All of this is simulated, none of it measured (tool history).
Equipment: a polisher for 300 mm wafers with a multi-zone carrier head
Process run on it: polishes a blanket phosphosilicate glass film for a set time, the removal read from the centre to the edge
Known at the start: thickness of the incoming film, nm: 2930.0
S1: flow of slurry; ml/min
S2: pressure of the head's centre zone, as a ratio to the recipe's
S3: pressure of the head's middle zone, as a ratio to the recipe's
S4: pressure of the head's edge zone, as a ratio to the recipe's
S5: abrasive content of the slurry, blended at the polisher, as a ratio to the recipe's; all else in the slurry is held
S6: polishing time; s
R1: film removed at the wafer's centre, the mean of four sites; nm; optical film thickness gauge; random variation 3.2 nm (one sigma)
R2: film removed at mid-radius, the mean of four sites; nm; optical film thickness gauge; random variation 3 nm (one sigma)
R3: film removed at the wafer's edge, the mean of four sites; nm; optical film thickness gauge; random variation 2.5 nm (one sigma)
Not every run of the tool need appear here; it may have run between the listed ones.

run	hour	S1	S2	S3	S4	S5	S6	R1	R2	R3
1	0	150	1	1	1	1	73	381.84	378.79	378.51
2	8.6	150	1	1	1	1	87	462.11	442.31	450.1
3	12.1	150	0.98	1.03	0.96	0.85	85	404.02	413.54	398.52
4	18.9	145	0.97	1.05	0.93	0.75	85	361.26	376.34	355.34
5	25	175	0.97	1.05	0.93	0.75	85	364.59	393.02	362.18
6	25.7	175	0.97	1.05	0.93	0.75	94	409.43	429.36	398.11
7	29.1	135	0.91	1.1	0.83	0.5	86	234.38	276.98	236.74
8	32.7	155	0.92	1.11	0.86	0.5	86	237.69	284.65	243.04
9	34.5	165	0.95	1.13	0.9	0.5	86	253.92	291.37	248.01
10	42.2	180	0.95	1.13	0.91	0.55	86	282.93	326.72	277.91

For run 11, what comes out?
11	50.1	190	0.95	1.13	0.91	0.55	86	?	?	?

{"run 11": {"R1": 284.06, "R2": 327.07, "R3": 280.05}}

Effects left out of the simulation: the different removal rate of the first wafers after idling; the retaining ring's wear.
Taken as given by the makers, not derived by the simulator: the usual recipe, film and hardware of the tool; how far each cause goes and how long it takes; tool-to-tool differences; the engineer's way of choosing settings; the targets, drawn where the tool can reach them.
